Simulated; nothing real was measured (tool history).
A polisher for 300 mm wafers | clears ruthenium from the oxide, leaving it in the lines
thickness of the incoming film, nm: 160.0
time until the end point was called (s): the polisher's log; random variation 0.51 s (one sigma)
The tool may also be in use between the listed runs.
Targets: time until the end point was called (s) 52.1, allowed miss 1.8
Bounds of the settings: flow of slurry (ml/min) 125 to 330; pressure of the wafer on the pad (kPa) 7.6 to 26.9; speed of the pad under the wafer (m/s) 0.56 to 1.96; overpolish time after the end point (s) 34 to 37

run	hour	flow of slurry (ml/min)	pressure of the wafer on the pad (kPa)	speed of the pad under the wafer (m/s)	overpolish time after the end point (s)	time until the end point was called (s)
1	0	210	17.2	1.26	34	76.867
2	6.9	175	17.2	1.26	34	79.224
3	8.9	175	17.2	1.02	34	95.643
4	12.2	175	17.2	1.02	34	93.589
5	19.7	180	19.3	1.02	34	84.942
6	24.5	185	20.7	1.04	34	77.966
7	31.1	190	22.1	1.06	34	71.668
8	31.8	195	23.4	1.08	34	66.139

4 next moves are on the table. One of them brings every result within its allowed miss. Which?
A	32.5	195	26.9	1.2	37	?
B	32.5	200	25.5	1.4	37	?
C	32.5	195	24.8	1.2	34	?
D	32.5	185	26.9	1.38	37	?

move	time until the end point was called (s)
A	52.698
B	48.289
C	56.997
D	46.733
A: meets every target
B: takes the result that was furthest off past its target
C: nearer than the last run, and not there yet
D: takes the result that was furthest off past its target
Answer: A
